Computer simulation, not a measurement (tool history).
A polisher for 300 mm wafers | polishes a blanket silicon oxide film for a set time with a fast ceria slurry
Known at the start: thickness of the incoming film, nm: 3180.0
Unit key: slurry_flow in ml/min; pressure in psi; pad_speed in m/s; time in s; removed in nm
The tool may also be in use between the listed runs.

run 1 day=0.000 | slurry_flow=200 pressure=2.5 pad_speed=1.02 time=74 | removed=1244.4
run 2 day=0.121 | slurry_flow=250 pressure=2.5 pad_speed=1.02 time=74 | removed=1276.8
run 3 day=0.371 | slurry_flow=250 pressure=2.6 pad_speed=1.02 time=74 | removed=1308.1
run 4 day=0.550 | slurry_flow=200 pressure=2.6 pad_speed=1.02 time=74 | removed=1261.2
run 5 day=0.917 | slurry_flow=180 pressure=2.6 pad_speed=1.02 time=74 | removed=1258.5
run 6 day=0.962 | slurry_flow=185 pressure=2.7 pad_speed=1.02 time=74 | removed=1305.3
run 7 day=1.271 | slurry_flow=190 pressure=2.8 pad_speed=1.02 time=74 | removed=1318.0
run 8 day=1.321 | slurry_flow=195 pressure=2.9 pad_speed=1.02 time=74 | removed=1362.5
run 9 day=1.646 | slurry_flow=210 pressure=3.4 pad_speed=1.02 time=74 | removed=1534.4

The next listed run, before its measurement:
run 10 day=1.892 | slurry_flow=215 pressure=3.5 pad_speed=1.02 time=74 | removed=?

Run 10 came out at removed 1562.3 nm.

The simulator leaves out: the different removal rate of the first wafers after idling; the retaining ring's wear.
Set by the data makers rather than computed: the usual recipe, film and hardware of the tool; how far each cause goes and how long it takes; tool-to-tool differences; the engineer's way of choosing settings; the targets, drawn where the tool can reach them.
